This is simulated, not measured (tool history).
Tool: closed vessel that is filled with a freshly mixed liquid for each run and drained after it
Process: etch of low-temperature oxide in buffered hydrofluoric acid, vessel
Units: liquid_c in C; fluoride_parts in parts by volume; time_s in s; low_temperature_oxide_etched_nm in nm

run,hour,liquid_c,fluoride_parts,time_s,low_temperature_oxide_etched_nm
1,0.0,23.0,20.5,90,121.880
2,0.9,23.0,20.5,95,129.900
3,7.0,21.0,21.0,95,113.360
4,9.6,21.0,21.0,95,112.950
5,13.7,21.0,18.5,95,126.580
6,20.3,18.5,18.5,95,110.200
7,21.5,18.0,19.5,95,100.150

The next listed run, before its measurement:
8,23.7,17.5,20.0,95,?

{"run 8": {"low_temperature_oxide_etched_nm": 96.151}}

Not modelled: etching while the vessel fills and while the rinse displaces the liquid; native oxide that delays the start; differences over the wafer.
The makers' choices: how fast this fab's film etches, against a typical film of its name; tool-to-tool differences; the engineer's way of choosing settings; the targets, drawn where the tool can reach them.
